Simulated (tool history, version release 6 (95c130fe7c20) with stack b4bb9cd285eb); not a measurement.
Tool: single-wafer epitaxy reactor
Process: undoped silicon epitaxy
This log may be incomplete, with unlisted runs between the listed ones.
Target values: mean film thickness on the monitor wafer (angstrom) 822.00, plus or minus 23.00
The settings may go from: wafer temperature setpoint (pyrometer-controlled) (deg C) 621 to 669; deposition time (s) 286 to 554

run    day  wafer temperature setpoint (pyrometer-controlled) (deg C)  deposition time (s)  mean film thickness on the monitor wafer (angstrom)
  1  0.000                                                        645                  420                                               609.48
  2  0.062                                                        649                  421                                               667.42
  3  0.383                                                        649                  448                                               713.62
  4  0.471                                                        651                  448                                               738.56
  5  0.538                                                        651                  400                                               664.15
  6  0.854                                                        654                  401                                               704.91
  7  1.088                                                        656                  402                                               741.78
  8  1.175                                                        657                  402                                               756.14
  9  1.288                                                        658                  402                                               777.15
 10  1.400                                                        659                  402                                               784.57

Exercise: of the 4 proposed moves below, exactly one satisfies all targets within the stated allowed misses. Which move is it?
  A  1.512                                                        658                  396                                                    ?
  B  1.512                                                        658                  377                                                    ?
  C  1.512                                                        667                  358                                                    ?
  D  1.512                                                        656                  413                                                    ?

move  mean film thickness on the monitor wafer (angstrom)
   A                                               757.81
   B                                               721.45
   C                                               827.63
   D                                               757.46
A: further off than the last run
B: further off than the last run
C: hits every target within its allowed miss
D: further off than the last run
The move that meets every target is C.
